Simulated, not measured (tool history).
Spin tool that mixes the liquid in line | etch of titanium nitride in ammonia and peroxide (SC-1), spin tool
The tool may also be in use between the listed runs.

run,hour,temperature setpoint of the liquid (°C),parts of water to one part of 30 % peroxide (parts by volume),parts of 29 % ammonia solution to one part of 30 % peroxide (parts by volume),time under the liquid (s),thickness taken off the titanium nitride on a monitor wafer (nm)
1,0.0,61.0,10,0.6,15,1.9054
2,1.6,61.0,10,0.6,15,1.8907
3,9.9,61.5,10,0.6,15,1.9646
4,13.8,62.0,10,0.6,15,2.0256
5,22.5,62.0,12,0.6,15,1.8368
6,25.0,62.0,12,0.6,15,1.8373
7,29.0,62.5,12,0.6,15,1.9079
8,31.4,62.5,12,0.6,15,1.9231
9,38.5,63.0,12,0.6,15,1.9826
10,45.1,63.5,12,0.6,15,2.0377

Forecast run 11:
11,46.4,64.0,12,0.6,15,?

thickness taken off the titanium nitride on a monitor wafer (nm): 2.1082
